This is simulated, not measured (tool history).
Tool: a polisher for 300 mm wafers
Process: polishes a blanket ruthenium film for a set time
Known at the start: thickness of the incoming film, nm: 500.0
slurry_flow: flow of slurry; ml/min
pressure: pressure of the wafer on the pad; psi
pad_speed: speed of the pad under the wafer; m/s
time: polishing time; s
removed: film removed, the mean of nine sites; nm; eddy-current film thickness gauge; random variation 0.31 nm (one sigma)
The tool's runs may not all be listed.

run 1 hour=0.0 | slurry_flow=190 pressure=2.7 pad_speed=1.30 time=23 | removed=44.918
run 2 hour=6.5 | slurry_flow=190 pressure=2.4 pad_speed=1.30 time=23 | removed=41.350
run 3 hour=12.1 | slurry_flow=190 pressure=2.4 pad_speed=1.46 time=23 | removed=47.048
run 4 hour=13.3 | slurry_flow=190 pressure=2.8 pad_speed=1.46 time=23 | removed=51.514
-- hour=14.0 head pressure recalibrated
run 5 hour=14.0 | slurry_flow=190 pressure=2.4 pad_speed=1.40 time=23 | removed=43.804
run 6 hour=15.0 | slurry_flow=190 pressure=2.4 pad_speed=1.08 time=23 | removed=33.452
run 7 hour=23.9 | slurry_flow=190 pressure=2.3 pad_speed=1.08 time=23 | removed=32.776

Run 8 comes next. What will it give?
run 8 hour=27.3 | slurry_flow=190 pressure=2.2 pad_speed=1.08 time=23 | removed=?

{"run 8": {"removed": 32.182}}
